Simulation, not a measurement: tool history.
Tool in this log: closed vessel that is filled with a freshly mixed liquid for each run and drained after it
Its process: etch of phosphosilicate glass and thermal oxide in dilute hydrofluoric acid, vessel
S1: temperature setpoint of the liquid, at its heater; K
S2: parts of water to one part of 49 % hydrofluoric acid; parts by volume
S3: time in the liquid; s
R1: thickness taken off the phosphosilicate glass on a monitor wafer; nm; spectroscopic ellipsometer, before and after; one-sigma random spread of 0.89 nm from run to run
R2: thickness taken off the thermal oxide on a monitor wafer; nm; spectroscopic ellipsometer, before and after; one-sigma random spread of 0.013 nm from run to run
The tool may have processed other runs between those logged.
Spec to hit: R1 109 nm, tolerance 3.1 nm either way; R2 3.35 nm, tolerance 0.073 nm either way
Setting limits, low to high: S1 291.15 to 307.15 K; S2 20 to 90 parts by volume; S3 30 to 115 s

run    day      S1  S2  S3      R1      R2
  1      0  299.15  50  60  199.58  6.2188
  2  0.288  297.65  55  60  170.94  5.2745
  3  0.592  295.65  55  60  159.69  4.8508
  4  0.854  295.65  55  80  209.94  6.4957
  5  0.921  295.15  60  80   186.2  5.8062
  6  1.183  294.65  65  80  169.51  5.1787
  7  1.496  294.15  70  80  149.19  4.6777
  8  1.617  293.65  70  80  149.54  4.5712
  9    1.9  293.65  70  80  149.89  4.5922
 10    2.1  291.15  80  80  115.96  3.5715

4 next moves are on the table. One of them brings every result within its allowed miss. Which?
  A  2.3  292.65  85  80   ?   ?
  B  2.3  291.15  65  60   ?   ?
  C  2.3  294.15  75  65   ?   ?
  D  2.3  291.15  90  90   ?   ?

move      R1      R2
   A  116.19  3.6056
   B   109.4  3.3949
   C   115.2  3.5747
   D   115.3  3.5779
A: its largest miss is bigger than the last run's
B: meets every target
C: neither nearer nor further off than the last run
D: neither nearer nor further off than the last run
Go with B: it meets all targets.
